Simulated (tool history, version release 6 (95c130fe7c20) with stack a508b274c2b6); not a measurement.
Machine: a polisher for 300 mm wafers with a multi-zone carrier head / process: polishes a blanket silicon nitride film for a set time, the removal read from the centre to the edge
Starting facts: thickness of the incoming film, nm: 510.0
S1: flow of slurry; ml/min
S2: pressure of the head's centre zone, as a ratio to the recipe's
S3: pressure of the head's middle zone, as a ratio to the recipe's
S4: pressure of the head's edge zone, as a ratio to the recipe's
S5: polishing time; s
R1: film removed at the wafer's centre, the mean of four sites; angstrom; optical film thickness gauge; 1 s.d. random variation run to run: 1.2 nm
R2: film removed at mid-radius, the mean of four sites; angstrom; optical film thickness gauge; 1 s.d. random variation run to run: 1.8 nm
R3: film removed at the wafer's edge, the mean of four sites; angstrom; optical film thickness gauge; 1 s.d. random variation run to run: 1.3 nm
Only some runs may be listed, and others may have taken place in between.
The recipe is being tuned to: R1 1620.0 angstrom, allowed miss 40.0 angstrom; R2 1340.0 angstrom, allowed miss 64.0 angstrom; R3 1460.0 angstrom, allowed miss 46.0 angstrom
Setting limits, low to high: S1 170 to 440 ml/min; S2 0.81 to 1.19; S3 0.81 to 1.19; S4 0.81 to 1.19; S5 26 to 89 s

Run 1, hour 0.0: S1 280 ml/min, S2 1.00, S3 1.00, S4 1.00, S5 57 s. Result: R1 1984.3 angstrom, R2 2000.8 angstrom, R3 1983.8 angstrom.
Run 2, hour 2.1: S1 310 ml/min, S2 1.00, S3 1.00, S4 1.00, S5 57 s. Result: R1 2060.6 angstrom, R2 2020.1 angstrom, R3 1957.6 angstrom.
Run 3, hour 3.6: S1 310 ml/min, S2 1.00, S3 1.00, S4 0.94, S5 57 s. Result: R1 2027.7 angstrom, R2 2004.6 angstrom, R3 1965.4 angstrom.
Run 4, hour 6.7: S1 310 ml/min, S2 1.04, S3 1.00, S4 0.94, S5 57 s. Result: R1 2118.2 angstrom, R2 2057.5 angstrom, R3 1953.1 angstrom.
Run 5, hour 8.2: S1 360 ml/min, S2 1.04, S3 1.00, S4 0.94, S5 57 s. Result: R1 2164.8 angstrom, R2 2064.4 angstrom, R3 1953.4 angstrom.
Run 6, hour 13.8: S1 360 ml/min, S2 1.04, S3 1.00, S4 0.94, S5 70 s. Result: R1 2648.5 angstrom, R2 2486.4 angstrom, R3 2406.8 angstrom.
Run 7, hour 15.4: S1 370 ml/min, S2 1.04, S3 0.94, S4 0.94, S5 60 s. Result: R1 2294.5 angstrom, R2 1981.3 angstrom, R3 2065.9 angstrom.
Run 8, hour 17.7: S1 370 ml/min, S2 1.04, S3 0.94, S4 0.94, S5 60 s. Result: R1 2246.5 angstrom, R2 2006.1 angstrom, R3 2063.5 angstrom.
Run 9, hour 26.6: S1 380 ml/min, S2 1.05, S3 0.92, S4 0.94, S5 53 s. Result: R1 2019.4 angstrom, R2 1812.6 angstrom, R3 1833.0 angstrom.
Run 10, hour 30.8: S1 380 ml/min, S2 1.06, S3 0.88, S4 0.95, S5 48 s. Result: R1 1843.6 angstrom, R2 1534.1 angstrom, R3 1668.8 angstrom.
Run 11, hour 34.0: S1 375 ml/min, S2 1.06, S3 0.87, S4 0.92, S5 46 s. Result: R1 1778.4 angstrom, R2 1469.4 angstrom, R3 1566.1 angstrom.

Pick the move, out of 4, that brings all results within their allowed miss; only one does.
Run A, hour 37.2: S1 375 ml/min, S2 0.92, S3 0.82, S4 1.00, S5 45 s. Result: R1 ?, R2 ?, R3 ?.
Run B, hour 37.2: S1 330 ml/min, S2 1.02, S3 0.83, S4 0.89, S5 44 s. Result: R1 ?, R2 ?, R3 ?.
Run C, hour 37.2: S1 345 ml/min, S2 1.10, S3 0.97, S4 0.94, S5 48 s. Result: R1 ?, R2 ?, R3 ?.
Run D, hour 37.2: S1 430 ml/min, S2 0.89, S3 1.01, S4 0.95, S5 48 s. Result: R1 ?, R2 ?, R3 ?.

move      R1      R2      R3
   A  1503.6  1414.5  1628.6
   B  1611.3  1380.6  1494.5
   C  1907.2  1718.7  1674.2
   D  1570.9  1811.3  1704.6
A: pushes the last run's worst result past its target
B: each result inside its tolerance
C: lands further from the targets than the last run did
D: pushes the last run's worst result past its target
The right move is B.
